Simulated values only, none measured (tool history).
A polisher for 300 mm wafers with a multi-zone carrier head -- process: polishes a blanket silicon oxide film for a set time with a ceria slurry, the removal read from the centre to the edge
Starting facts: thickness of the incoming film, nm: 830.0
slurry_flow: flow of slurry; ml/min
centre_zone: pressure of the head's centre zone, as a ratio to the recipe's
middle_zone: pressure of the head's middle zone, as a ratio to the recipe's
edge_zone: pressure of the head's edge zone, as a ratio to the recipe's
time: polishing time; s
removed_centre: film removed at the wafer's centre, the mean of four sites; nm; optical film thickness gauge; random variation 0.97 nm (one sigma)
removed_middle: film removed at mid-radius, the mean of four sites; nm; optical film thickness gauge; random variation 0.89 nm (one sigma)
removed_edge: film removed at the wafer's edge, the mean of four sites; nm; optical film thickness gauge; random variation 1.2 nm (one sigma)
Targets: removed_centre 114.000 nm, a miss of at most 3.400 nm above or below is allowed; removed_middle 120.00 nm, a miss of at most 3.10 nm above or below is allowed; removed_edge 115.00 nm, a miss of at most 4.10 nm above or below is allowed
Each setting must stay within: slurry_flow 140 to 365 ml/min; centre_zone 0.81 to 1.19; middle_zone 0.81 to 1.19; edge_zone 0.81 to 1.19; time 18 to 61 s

run 1 hour=0.0 | slurry_flow=235 centre_zone=1.00 middle_zone=1.00 edge_zone=1.00 time=39 | removed_centre=184.580 removed_middle=188.28 removed_edge=187.88
run 2 hour=1.8 | slurry_flow=235 centre_zone=1.03 middle_zone=1.00 edge_zone=1.00 time=39 | removed_centre=193.060 removed_middle=185.47 removed_edge=188.00
run 3 hour=3.4 | slurry_flow=235 centre_zone=1.09 middle_zone=1.00 edge_zone=1.00 time=39 | removed_centre=202.180 removed_middle=187.84 removed_edge=186.56
run 4 hour=5.9 | slurry_flow=235 centre_zone=1.09 middle_zone=1.00 edge_zone=0.97 time=39 | removed_centre=204.670 removed_middle=185.36 removed_edge=187.50
run 5 hour=10.9 | slurry_flow=205 centre_zone=1.09 middle_zone=1.00 edge_zone=0.97 time=39 | removed_centre=199.650 removed_middle=182.81 removed_edge=182.72
run 6 hour=18.7 | slurry_flow=200 centre_zone=1.07 middle_zone=1.00 edge_zone=0.96 time=36 | removed_centre=180.530 removed_middle=168.64 removed_edge=168.74
run 7 hour=20.7 | slurry_flow=195 centre_zone=1.05 middle_zone=1.00 edge_zone=0.95 time=34 | removed_centre=169.370 removed_middle=157.07 removed_edge=158.96
run 8 hour=28.1 | slurry_flow=215 centre_zone=0.95 middle_zone=1.07 edge_zone=0.85 time=23 | removed_centre=105.230 removed_middle=114.69 removed_edge=103.36
run 9 hour=30.1 | slurry_flow=260 centre_zone=0.98 middle_zone=1.06 edge_zone=0.95 time=23 | removed_centre=109.930 removed_middle=115.17 removed_edge=108.24
run 10 hour=34.9 | slurry_flow=260 centre_zone=0.98 middle_zone=1.06 edge_zone=0.96 time=23 | removed_centre=109.290 removed_middle=113.95 removed_edge=108.29
run 11 hour=40.9 | slurry_flow=260 centre_zone=0.98 middle_zone=1.06 edge_zone=0.97 time=23 | removed_centre=109.050 removed_middle=114.69 removed_edge=111.21
run 12 hour=43.1 | slurry_flow=260 centre_zone=0.98 middle_zone=1.07 edge_zone=0.97 time=23 | removed_centre=110.990 removed_middle=114.46 removed_edge=110.21
run 13 hour=44.4 | slurry_flow=260 centre_zone=0.98 middle_zone=1.08 edge_zone=0.97 time=23 | removed_centre=108.100 removed_middle=115.18 removed_edge=109.75

Which single option among these 4 for the next run brings every result within its allowed miss of target? Just one does.
run A hour=45.7 | slurry_flow=280 centre_zone=1.03 middle_zone=0.97 edge_zone=0.87 time=23 | removed_centre=? removed_middle=? removed_edge=?
run B hour=45.7 | slurry_flow=265 centre_zone=0.89 middle_zone=1.19 edge_zone=1.01 time=23 | removed_centre=? removed_middle=? removed_edge=?
run C hour=45.7 | slurry_flow=285 centre_zone=0.98 middle_zone=1.04 edge_zone=0.96 time=24 | removed_centre=? removed_middle=? removed_edge=?
run D hour=45.7 | slurry_flow=250 centre_zone=0.91 middle_zone=1.07 edge_zone=1.04 time=23 | removed_centre=? removed_middle=? removed_edge=?

move=A removed_centre=116.020 removed_middle=110.45 removed_edge=108.03
move=B removed_centre=99.653 removed_middle=122.31 removed_edge=112.70
move=C removed_centre=115.390 removed_middle=119.60 removed_edge=116.38
move=D removed_centre=101.220 removed_middle=114.89 removed_edge=113.45
A: gets the furthest-off result to its target, but another result is out of tolerance
B: moves away from the targets compared with the last run
C: all results land within tolerance of their targets
D: moves away from the targets compared with the last run
The move that meets every target is C.
